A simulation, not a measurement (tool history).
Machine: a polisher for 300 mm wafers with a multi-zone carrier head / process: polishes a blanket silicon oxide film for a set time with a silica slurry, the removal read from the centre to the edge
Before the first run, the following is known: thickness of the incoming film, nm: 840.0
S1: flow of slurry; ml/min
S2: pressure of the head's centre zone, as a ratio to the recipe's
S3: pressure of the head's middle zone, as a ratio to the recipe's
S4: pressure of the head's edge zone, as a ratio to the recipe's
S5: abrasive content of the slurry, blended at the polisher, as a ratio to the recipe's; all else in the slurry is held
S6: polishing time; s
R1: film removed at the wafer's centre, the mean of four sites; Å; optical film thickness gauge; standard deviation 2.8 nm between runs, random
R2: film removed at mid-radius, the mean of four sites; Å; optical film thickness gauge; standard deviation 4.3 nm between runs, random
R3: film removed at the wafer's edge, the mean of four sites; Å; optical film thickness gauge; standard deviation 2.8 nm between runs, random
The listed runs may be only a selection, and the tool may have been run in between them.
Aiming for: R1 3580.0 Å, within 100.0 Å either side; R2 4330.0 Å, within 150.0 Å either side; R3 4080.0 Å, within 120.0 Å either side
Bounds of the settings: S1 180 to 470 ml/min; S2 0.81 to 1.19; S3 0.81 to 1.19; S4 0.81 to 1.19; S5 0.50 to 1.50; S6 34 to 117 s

run,hour,S1,S2,S3,S4,S5,S6,R1,R2,R3
1,0.0,300,1.00,1.00,1.00,1.00,75,2769.6,2826.5,2899.6
2,6.6,305,1.00,1.02,1.02,1.05,75,2850.1,2907.7,2968.0
3,12.5,305,0.99,1.04,1.03,1.10,76,2947.4,3093.7,3086.0
4,19.4,305,0.99,1.04,1.09,1.10,76,2955.6,3090.9,3192.0
5,27.4,305,0.98,1.06,1.10,1.15,77,3049.9,3299.4,3294.9
6,32.1,305,0.97,1.07,1.11,1.20,77,3051.7,3409.4,3399.3
7,38.4,310,0.97,1.08,1.12,1.25,77,3151.6,3382.4,3498.7
8,43.2,265,0.88,1.18,1.02,1.50,88,3422.7,4513.6,3996.7
9,46.9,265,0.88,1.17,1.02,1.50,88,3417.9,4390.6,4005.7
10,52.3,270,0.88,1.17,1.02,1.50,88,3423.6,4469.6,4051.6
11,59.1,270,0.88,1.16,1.02,1.50,88,3490.2,4427.9,4016.6
12,62.7,275,0.89,1.14,1.03,1.50,88,3467.7,4346.8,4066.1

Which one of the following 5 next-run settings gets every result inside its allowed miss? There is exactly one.
A,66.3,325,0.84,1.11,1.04,1.45,88,?,?,?
B,66.3,265,0.82,1.10,1.01,1.50,88,?,?,?
C,66.3,180,0.92,1.19,1.06,1.45,90,?,?,?
D,66.3,255,0.84,1.19,0.96,1.50,90,?,?,?
E,66.3,230,0.93,1.14,1.04,1.40,92,?,?,?

move,R1,R2,R3
A,3317.8,4389.5,4066.8
B,3207.8,4314.7,3992.8
C,3359.0,4381.6,3939.7
D,3336.8,4698.9,3965.9
E,3584.7,4441.1,4062.6
A: misses by more than the last run did
B: misses by more than the last run did
C: misses by more than the last run did
D: misses by more than the last run did
E: every result within its allowed miss
E meets every target.
